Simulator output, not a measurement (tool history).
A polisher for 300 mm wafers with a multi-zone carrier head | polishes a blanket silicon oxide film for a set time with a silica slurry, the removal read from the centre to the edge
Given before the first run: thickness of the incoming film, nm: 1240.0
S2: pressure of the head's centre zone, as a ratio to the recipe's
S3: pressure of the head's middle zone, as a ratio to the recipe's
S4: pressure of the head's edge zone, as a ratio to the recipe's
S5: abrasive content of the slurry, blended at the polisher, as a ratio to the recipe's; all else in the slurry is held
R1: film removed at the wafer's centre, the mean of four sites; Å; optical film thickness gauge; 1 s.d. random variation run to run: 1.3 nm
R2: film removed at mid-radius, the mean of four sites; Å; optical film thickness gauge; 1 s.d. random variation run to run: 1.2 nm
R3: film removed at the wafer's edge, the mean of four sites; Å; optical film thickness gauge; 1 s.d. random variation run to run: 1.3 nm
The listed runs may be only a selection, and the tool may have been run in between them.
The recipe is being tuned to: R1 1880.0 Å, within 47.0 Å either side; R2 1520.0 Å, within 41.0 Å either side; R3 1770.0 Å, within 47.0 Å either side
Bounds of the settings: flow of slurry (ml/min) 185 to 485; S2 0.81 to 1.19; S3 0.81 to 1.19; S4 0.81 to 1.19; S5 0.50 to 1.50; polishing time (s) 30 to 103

Run 1, hour 0.0: flow of slurry (ml/min) 310, S2 1.00, S3 1.00, S4 1.00, S5 1.00, polishing time (s) 66. Result: R1 3318.5 Å, R2 3264.6 Å, R3 3291.7 Å.
Run 2, hour 6.2: flow of slurry (ml/min) 310, S2 1.00, S3 1.00, S4 0.92, S5 1.00, polishing time (s) 66. Result: R1 3337.3 Å, R2 3317.3 Å, R3 3241.6 Å.
Run 3, hour 13.3: flow of slurry (ml/min) 310, S2 1.00, S3 0.94, S4 0.92, S5 1.00, polishing time (s) 66. Result: R1 3286.8 Å, R2 3140.3 Å, R3 3198.3 Å.
Run 4, hour 17.4: flow of slurry (ml/min) 300, S2 1.02, S3 0.90, S4 0.94, S5 0.85, polishing time (s) 59. Result: R1 2797.9 Å, R2 2501.7 Å, R3 2673.3 Å.
Run 5, hour 23.0: flow of slurry (ml/min) 290, S2 1.02, S3 0.87, S4 0.94, S5 0.75, polishing time (s) 55. Result: R1 2488.0 Å, R2 2133.8 Å, R3 2356.0 Å.
Run 6, hour 25.4: flow of slurry (ml/min) 290, S2 1.02, S3 0.83, S4 0.94, S5 0.75, polishing time (s) 55. Result: R1 2453.2 Å, R2 2038.0 Å, R3 2344.6 Å.
Run 7, hour 27.9: flow of slurry (ml/min) 290, S2 1.02, S3 0.83, S4 0.94, S5 0.75, polishing time (s) 55. Result: R1 2450.9 Å, R2 2054.5 Å, R3 2366.9 Å.
Run 8, hour 34.1: flow of slurry (ml/min) 275, S2 1.02, S3 0.82, S4 0.93, S5 0.70, polishing time (s) 53. Result: R1 2285.0 Å, R2 1870.0 Å, R3 2200.2 Å.
Run 9, hour 37.4: flow of slurry (ml/min) 210, S2 0.99, S3 0.81, S4 0.83, S5 0.50, polishing time (s) 51. Result: R1 1737.6 Å, R2 1461.2 Å, R3 1682.8 Å.
Run 10, hour 42.3: flow of slurry (ml/min) 225, S2 1.00, S3 0.81, S4 0.84, S5 0.50, polishing time (s) 51. Result: R1 1756.2 Å, R2 1488.0 Å, R3 1705.8 Å.
Run 11, hour 48.0: flow of slurry (ml/min) 235, S2 1.01, S3 0.81, S4 0.86, S5 0.50, polishing time (s) 50. Result: R1 1785.9 Å, R2 1461.2 Å, R3 1707.9 Å.

Pick the move, out of 4, that brings all results within their allowed miss; only one does.
Run A, hour 53.7: flow of slurry (ml/min) 245, S2 0.90, S3 0.81, S4 0.91, S5 0.65, polishing time (s) 46. Result: R1 ?, R2 ?, R3 ?.
Run B, hour 53.7: flow of slurry (ml/min) 230, S2 1.04, S3 0.82, S4 0.91, S5 0.50, polishing time (s) 52. Result: R1 ?, R2 ?, R3 ?.
Run C, hour 53.7: flow of slurry (ml/min) 285, S2 1.01, S3 0.81, S4 0.89, S5 0.50, polishing time (s) 46. Result: R1 ?, R2 ?, R3 ?.
Run D, hour 53.7: flow of slurry (ml/min) 185, S2 1.09, S3 0.84, S4 0.81, S5 0.50, polishing time (s) 52. Result: R1 ?, R2 ?, R3 ?.

move      R1      R2      R3
   A  1638.2  1532.2  1784.9
   B  1862.3  1521.1  1759.3
   C  1649.9  1370.3  1578.9
   D  1873.1  1494.3  1652.3
A: misses by more than the last run did
B: meets every target
C: misses by more than the last run did
D: meets the target for the result that was furthest off, but another lies outside its allowed miss
Move B is the one to make.
